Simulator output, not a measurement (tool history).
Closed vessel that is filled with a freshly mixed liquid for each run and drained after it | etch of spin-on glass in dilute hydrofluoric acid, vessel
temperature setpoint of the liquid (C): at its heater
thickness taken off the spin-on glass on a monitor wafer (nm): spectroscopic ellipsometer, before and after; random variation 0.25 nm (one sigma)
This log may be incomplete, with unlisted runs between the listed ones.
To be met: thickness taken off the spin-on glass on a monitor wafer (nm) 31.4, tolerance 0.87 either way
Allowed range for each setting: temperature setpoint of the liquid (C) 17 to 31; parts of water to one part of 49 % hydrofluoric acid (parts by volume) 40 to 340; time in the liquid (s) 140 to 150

run  hour  temperature setpoint of the liquid (C)  parts of water to one part of 49 % hydrofluoric acid (parts by volume)  time in the liquid (s)  thickness taken off the spin-on glass on a monitor wafer (nm)
  1     0                                      23                                                                     190                     140                                                         24.128
  2   2.5                                      24                                                                     190                     140                                                         24.484
  3   6.8                                      25                                                                     190                     140                                                         26.124
  4   8.5                                    25.5                                                                     190                     140                                                         26.019
  5  12.2                                      24                                                                     190                     140                                                         24.847
  6  18.4                                      24                                                                     190                     140                                                         24.832
  7  23.2                                      25                                                                     190                     140                                                         25.856
  8  28.5                                      26                                                                     190                     140                                                          26.69
  9  31.9                                    26.5                                                                     190                     140                                                         27.368
 10  34.2                                      27                                                                     190                     140                                                         27.803
 11  36.9                                    27.5                                                                     190                     140                                                         28.184

Exercise: of the 4 proposed moves below, exactly one satisfies all targets within the stated allowed misses. Which move is it?
  A  39.6                                      31                                                                     195                     150                                                              ?
  B  39.6                                    25.5                                                                     175                     150                                                              ?
  C  39.6                                    28.5                                                                     170                     140                                                              ?
  D  39.6                                      27                                                                     175                     150                                                              ?

move  thickness taken off the spin-on glass on a monitor wafer (nm)
   A                                                         32.883
   B                                                         30.852
   C                                                         33.266
   D                                                         32.597
A: pushes the last run's worst result past its target
B: every result within its allowed miss
C: pushes the last run's worst result past its target
D: pushes the last run's worst result past its target
Correct choice: B, which meets every target
